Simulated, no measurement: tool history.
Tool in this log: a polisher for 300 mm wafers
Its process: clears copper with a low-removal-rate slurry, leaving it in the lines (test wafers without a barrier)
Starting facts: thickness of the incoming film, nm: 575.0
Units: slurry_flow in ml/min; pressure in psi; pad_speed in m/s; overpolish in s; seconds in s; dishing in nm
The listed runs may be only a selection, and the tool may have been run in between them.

| run | hour | slurry_flow | pressure | pad_speed | slurry_solids | overpolish | seconds | dishing |
|---|---|---|---|---|---|---|---|---|
| 1 | 0.0 | 300 | 3.8 | 1.34 | 1.0 | 21 | 107.240 | 59.280 |
| 2 | 3.3 | 300 | 4.1 | 1.36 | 1.0 | 19 | 98.089 | 59.270 |
| 3 | 5.5 | 300 | 4.4 | 1.38 | 1.0 | 18 | 87.402 | 60.043 |
| 4 | 6.4 | 300 | 4.4 | 1.38 | 1.0 | 24 | 86.865 | 75.133 |
| 5 | 14.6 | 300 | 4.4 | 1.38 | 1.0 | 17 | 87.681 | 57.927 |
| 6 | 21.9 | 300 | 4.6 | 1.38 | 1.0 | 16 | 83.791 | 58.422 |
|  | 28.3 | worn pad replaced by a new one |
| 7 | 28.3 | 300 | 4.8 | 1.38 | 1.0 | 15 | 76.314 | 58.730 |
| 8 | 29.0 | 300 | 4.8 | 1.38 | 1.0 | 15 | 74.686 | 61.207 |

Run 9 comes next. What will it give?
| 9 | 35.0 | 300 | 4.8 | 1.38 | 1.0 | 15 | ? | ? |

Run 9 yielded seconds 75.712 s, dishing 59.444 nm.
